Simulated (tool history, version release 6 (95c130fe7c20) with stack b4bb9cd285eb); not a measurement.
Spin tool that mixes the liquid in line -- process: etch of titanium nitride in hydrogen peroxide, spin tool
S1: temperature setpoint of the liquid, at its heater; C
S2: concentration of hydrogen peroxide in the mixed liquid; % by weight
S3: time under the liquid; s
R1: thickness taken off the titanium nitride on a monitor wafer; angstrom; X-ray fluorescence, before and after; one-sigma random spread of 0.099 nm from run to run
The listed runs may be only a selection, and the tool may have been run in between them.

run,hour,S1,S2,S3,R1
1,0.0,52.0,24.5,285,111.660
2,1.5,52.0,24.5,305,118.390
3,6.9,49.0,24.5,305,95.623
4,9.4,52.0,24.5,305,119.320
5,13.5,46.5,24.5,305,80.049
6,15.0,46.5,24.5,285,75.032
7,17.5,50.5,24.5,285,100.140
8,25.7,53.5,24.5,285,124.460

Estimate the outcome of run 9 from the log above:
9,30.2,55.5,24.5,285,?

{"run 9": {"R1": 142.45}}

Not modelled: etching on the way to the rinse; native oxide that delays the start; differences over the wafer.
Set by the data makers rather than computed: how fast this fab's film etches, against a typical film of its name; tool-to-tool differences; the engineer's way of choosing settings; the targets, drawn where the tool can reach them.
